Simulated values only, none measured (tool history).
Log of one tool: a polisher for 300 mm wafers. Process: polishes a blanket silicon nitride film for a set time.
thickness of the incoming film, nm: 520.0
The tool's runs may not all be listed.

run  hour  flow of slurry (ml/min)  pressure of the wafer on the pad (kPa)  speed of the pad under the wafer (cm/s)  polishing time (s)  film removed (Å)
  1     0                      220                                    30.3                                       98                  61            1307.7
  2   0.6                      205                                    28.3                                       90                  60            1144.1
  3   4.5                      205                                    28.3                                       90                  61            1134.7
  4   8.9                      195                                    26.2                                       84                  60            970.96
  5  12.9                      190                                    24.1                                       78                  60            843.63
  6  18.9                      190                                    22.8                                       74                  60            771.97
  7  19.6                      190                                    21.4                                       70                  60            692.58
  8  20.3                      190                                      20                                       68                  60            633.96

Forecast run 9:
  9  25.4                      190                                    19.3                                       66                  60                 ?

film removed (Å): 597.06
